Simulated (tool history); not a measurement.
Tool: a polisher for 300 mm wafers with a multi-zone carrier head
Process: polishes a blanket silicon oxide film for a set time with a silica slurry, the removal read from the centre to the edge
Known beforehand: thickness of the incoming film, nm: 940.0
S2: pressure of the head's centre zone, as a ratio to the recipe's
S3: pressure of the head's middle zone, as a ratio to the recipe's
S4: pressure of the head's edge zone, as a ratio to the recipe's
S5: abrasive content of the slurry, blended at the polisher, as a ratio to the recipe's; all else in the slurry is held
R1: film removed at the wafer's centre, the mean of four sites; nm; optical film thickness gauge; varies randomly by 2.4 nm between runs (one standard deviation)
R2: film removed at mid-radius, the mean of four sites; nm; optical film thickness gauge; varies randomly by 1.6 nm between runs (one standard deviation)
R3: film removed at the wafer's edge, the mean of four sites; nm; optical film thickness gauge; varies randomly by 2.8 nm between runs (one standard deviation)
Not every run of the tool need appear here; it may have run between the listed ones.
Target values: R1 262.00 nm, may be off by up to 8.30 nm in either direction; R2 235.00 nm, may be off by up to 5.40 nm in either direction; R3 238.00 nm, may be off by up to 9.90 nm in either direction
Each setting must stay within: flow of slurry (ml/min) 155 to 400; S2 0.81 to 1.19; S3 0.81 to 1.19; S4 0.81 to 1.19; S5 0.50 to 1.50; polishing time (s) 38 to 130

Run 1, hour 0.0: flow of slurry (ml/min) 255, S2 1.00, S3 1.00, S4 1.00, S5 1.00, polishing time (s) 84. Result: R1 165.55 nm, R2 163.94 nm, R3 167.25 nm.
Run 2, hour 4.1: flow of slurry (ml/min) 270, S2 1.05, S3 1.03, S4 1.04, S5 1.15, polishing time (s) 85. Result: R1 185.18 nm, R2 177.60 nm, R3 179.79 nm.
Run 3, hour 11.4: flow of slurry (ml/min) 275, S2 1.08, S3 1.04, S4 1.06, S5 1.25, polishing time (s) 88. Result: R1 206.27 nm, R2 192.11 nm, R3 194.45 nm.
Run 4, hour 18.4: flow of slurry (ml/min) 275, S2 1.14, S3 1.04, S4 1.06, S5 1.25, polishing time (s) 88. Result: R1 211.88 nm, R2 190.68 nm, R3 198.30 nm.
At hour 24.8: worn pad replaced by a new one.
Run 5, hour 24.8: flow of slurry (ml/min) 340, S2 1.14, S3 1.04, S4 1.06, S5 1.25, polishing time (s) 88. Result: R1 236.68 nm, R2 214.22 nm, R3 218.01 nm.
Run 6, hour 27.0: flow of slurry (ml/min) 340, S2 1.14, S3 1.04, S4 1.06, S5 1.25, polishing time (s) 70. Result: R1 188.89 nm, R2 169.46 nm, R3 174.11 nm.
Run 7, hour 34.4: flow of slurry (ml/min) 355, S2 1.15, S3 1.05, S4 1.07, S5 1.30, polishing time (s) 73. Result: R1 200.43 nm, R2 180.44 nm, R3 183.01 nm.
Run 8, hour 42.5: flow of slurry (ml/min) 365, S2 1.15, S3 1.05, S4 1.07, S5 1.35, polishing time (s) 77. Result: R1 215.63 nm, R2 191.74 nm, R3 200.96 nm.

Which one of the following 5 next-run settings gets every result inside its allowed miss? There is exactly one.
Run A, hour 50.6: flow of slurry (ml/min) 350, S2 1.12, S3 1.02, S4 0.99, S5 1.30, polishing time (s) 96. Result: R1 ?, R2 ?, R3 ?.
Run B, hour 50.6: flow of slurry (ml/min) 375, S2 0.99, S3 1.13, S4 1.12, S5 1.15, polishing time (s) 109. Result: R1 ?, R2 ?, R3 ?.
Run C, hour 50.6: flow of slurry (ml/min) 370, S2 1.14, S3 1.18, S4 1.01, S5 1.45, polishing time (s) 91. Result: R1 ?, R2 ?, R3 ?.
Run D, hour 50.6: flow of slurry (ml/min) 365, S2 1.19, S3 1.06, S4 1.18, S5 1.30, polishing time (s) 62. Result: R1 ?, R2 ?, R3 ?.
Run E, hour 50.6: flow of slurry (ml/min) 375, S2 0.82, S3 0.85, S4 1.19, S5 1.50, polishing time (s) 67. Result: R1 ?, R2 ?, R3 ?.

move      R1      R2      R3
   A  261.43  235.11  231.13
   B  258.07  274.57  268.28
   C  262.47  254.65  229.88
   D  178.59  155.98  163.40
   E  148.36  155.40  186.66
A: each result inside its tolerance
B: carries the result that was furthest off beyond its target, to the other side
C: carries the result that was furthest off beyond its target, to the other side
D: its largest miss is bigger than the last run's
E: its largest miss is bigger than the last run's
Answer: A
